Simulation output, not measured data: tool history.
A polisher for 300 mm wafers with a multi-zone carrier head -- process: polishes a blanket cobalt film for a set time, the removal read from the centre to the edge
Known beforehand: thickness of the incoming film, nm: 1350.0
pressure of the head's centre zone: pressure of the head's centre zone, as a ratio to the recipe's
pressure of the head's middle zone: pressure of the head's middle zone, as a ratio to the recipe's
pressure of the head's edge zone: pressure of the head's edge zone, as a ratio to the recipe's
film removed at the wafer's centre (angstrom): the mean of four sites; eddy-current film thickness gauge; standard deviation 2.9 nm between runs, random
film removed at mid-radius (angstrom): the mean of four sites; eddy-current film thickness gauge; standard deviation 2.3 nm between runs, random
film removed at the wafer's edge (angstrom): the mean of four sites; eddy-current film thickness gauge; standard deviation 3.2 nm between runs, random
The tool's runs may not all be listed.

run,hour,flow of slurry (ml/min),pressure of the head's centre zone,pressure of the head's middle zone,pressure of the head's edge zone,polishing time (s),film removed at the wafer's centre (angstrom),film removed at mid-radius (angstrom),film removed at the wafer's edge (angstrom)
1,0,255,1,1,1,60,2307.3,2333.9,2423.5
2,3.6,255,1,1,1,70,2722.7,2725.3,2837.9
3,7.3,255,1.07,1,1,70,2875.2,2735.2,2849.5
4,10.3,255,1.07,1,1,83,3420.9,3243.6,3340.6
# hour 14.3: worn pad replaced by a new one
5,14.3,255,1.06,1.01,1,83,3648,3529.2,3601.7
6,17.7,250,1.05,1.01,0.99,83,3573.1,3500.4,3536.9

Run 7, settings as shown, results not yet in. Your forecast:
7,19.1,250,1.04,1.01,0.98,83,?,?,?

{"run 7": {"film removed at the wafer's centre (angstrom)": 3532.8, "film removed at mid-radius (angstrom)": 3464.1, "film removed at the wafer's edge (angstrom)": 3511.9}}

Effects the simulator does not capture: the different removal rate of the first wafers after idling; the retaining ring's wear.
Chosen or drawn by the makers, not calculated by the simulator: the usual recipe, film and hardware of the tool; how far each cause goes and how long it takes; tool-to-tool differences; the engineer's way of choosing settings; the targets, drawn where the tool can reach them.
